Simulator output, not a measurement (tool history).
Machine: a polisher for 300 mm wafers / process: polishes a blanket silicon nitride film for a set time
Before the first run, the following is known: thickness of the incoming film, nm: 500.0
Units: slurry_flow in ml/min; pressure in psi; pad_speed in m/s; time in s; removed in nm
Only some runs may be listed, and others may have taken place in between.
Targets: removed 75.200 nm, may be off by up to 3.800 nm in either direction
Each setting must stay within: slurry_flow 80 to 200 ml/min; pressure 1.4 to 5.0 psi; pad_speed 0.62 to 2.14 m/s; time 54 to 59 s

run    day  slurry_flow  pressure  pad_speed  time  removed
  1  0.000          130       3.2       1.38    59  104.910
  2  0.338          130       3.1       1.38    59  104.280
  3  0.650          130       3.1       1.72    59  122.510
  4  0.967          130       3.1       1.54    59  113.290
  5  1.058          130       3.1       1.54    59  110.600
  6  1.096          110       3.1       1.54    59  109.190
  7  1.338          110       2.9       1.54    59  102.330
  8  1.421          110       2.8       1.54    59   96.729
  9  1.675          110       2.7       1.54    59   94.160
     1.788  -- head pressure recalibrated
 10  1.788          105       1.9       1.50    59   62.184
 11  1.867          105       1.9       1.50    59   62.375
 12  1.912          105       2.0       1.50    59   62.230
 13  2.275          105       2.1       1.50    59   66.408
 14  2.312          105       2.2       1.50    59   69.758

Next run, 5 choices. One meets every target within its allowed miss, the rest don't. Which?
  A  2.350          100       2.0       1.50    55        ?
  B  2.350          120       2.6       1.44    54        ?
  C  2.350           80       2.4       1.52    57        ?
  D  2.350           90       1.9       1.68    59        ?
  E  2.350          135       2.4       1.18    59        ?

move  removed
   A   60.049
   B   77.001
   C   69.515
   D   65.005
   E   68.199
A: moves away from the targets compared with the last run
B: all results in spec
C: about as far from the targets as the last run
D: moves away from the targets compared with the last run
E: moves away from the targets compared with the last run
The move that meets every target is B.
